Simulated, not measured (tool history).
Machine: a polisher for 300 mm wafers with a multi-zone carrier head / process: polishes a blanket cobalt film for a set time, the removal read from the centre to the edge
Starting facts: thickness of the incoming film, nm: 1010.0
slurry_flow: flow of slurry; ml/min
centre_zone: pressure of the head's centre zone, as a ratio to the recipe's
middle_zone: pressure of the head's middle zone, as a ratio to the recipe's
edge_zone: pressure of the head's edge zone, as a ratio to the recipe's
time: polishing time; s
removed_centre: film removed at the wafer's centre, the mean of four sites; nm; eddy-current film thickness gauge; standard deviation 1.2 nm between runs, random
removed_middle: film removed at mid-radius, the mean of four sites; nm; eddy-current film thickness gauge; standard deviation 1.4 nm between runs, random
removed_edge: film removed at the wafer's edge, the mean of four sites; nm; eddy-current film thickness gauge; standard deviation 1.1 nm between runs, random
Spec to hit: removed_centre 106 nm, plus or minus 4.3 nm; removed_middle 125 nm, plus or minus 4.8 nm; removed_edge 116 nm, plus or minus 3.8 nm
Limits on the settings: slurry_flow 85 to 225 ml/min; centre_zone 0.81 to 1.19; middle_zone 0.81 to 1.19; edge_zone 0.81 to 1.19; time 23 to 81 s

run  hour  slurry_flow  centre_zone  middle_zone  edge_zone  time  removed_centre  removed_middle  removed_edge
  1     0          145            1            1          1    52          171.97          180.65         175.9
  2   0.6          145            1            1       1.07    52          175.14          180.57        177.95
  3   6.5          140         0.99         1.01       1.06    47          153.16          158.25        165.45
  4   8.6          140         0.99         1.01       1.06    53          178.07          180.96        181.94
  5  10.8          150            1         1.01       1.02    47          157.83          160.77        160.66
  6    14          150            1         1.01       1.05    47          158.08           161.2        166.26
  7  20.5          135         0.99         1.03       0.99    44          143.08           148.4        148.23
  8  27.9          130         0.97         1.05       0.95    42             131          147.56        136.83
  9  36.5          130         0.97         1.05       0.95    42          137.31          143.14        136.79
 10  40.4          130         0.97         1.05       0.95    42          134.34          148.87         136.9
 11  47.8          125         0.95         1.03       0.93    41          124.86          139.65        132.23
 12  51.6          120         0.94         1.02       0.91    40           121.1          133.87        126.78
 13  53.2          115         0.93         1.02        0.9    40           120.7          134.47        124.03
 14    62          110         0.91         1.01        0.9    40          116.26          131.71        125.18
 15  66.9          105          0.9         1.01       0.89    40          115.06          130.81        121.26
 16  67.6          100         0.89         1.01       0.89    40          110.94          131.33        123.73

Next run, 5 choices. One meets every target within its allowed miss, the rest don't. Which?
  A  68.3          120          0.9         1.05       0.81    36               ?               ?             ?
  B  68.3           90         0.89          0.9       0.98    43               ?               ?             ?
  C  68.3          120         0.93         1.09       0.82    35               ?               ?             ?
  D  68.3          110          0.9         1.05       0.93    37               ?               ?             ?
  E  68.3          140         0.98         1.05       0.81    35               ?               ?             ?

move  removed_centre  removed_middle  removed_edge
   A          103.38          123.61        107.57
   B          114.97          123.18        135.56
   C          103.92          124.05        105.09
   D          104.45          125.14        116.45
   E          112.68          123.16        106.45
A: takes the biggest miss from the last run beyond its target
B: moves away from the targets compared with the last run
C: takes the biggest miss from the last run beyond its target
D: each result inside its tolerance
E: takes the biggest miss from the last run beyond its target
Go with D: it meets all targets.
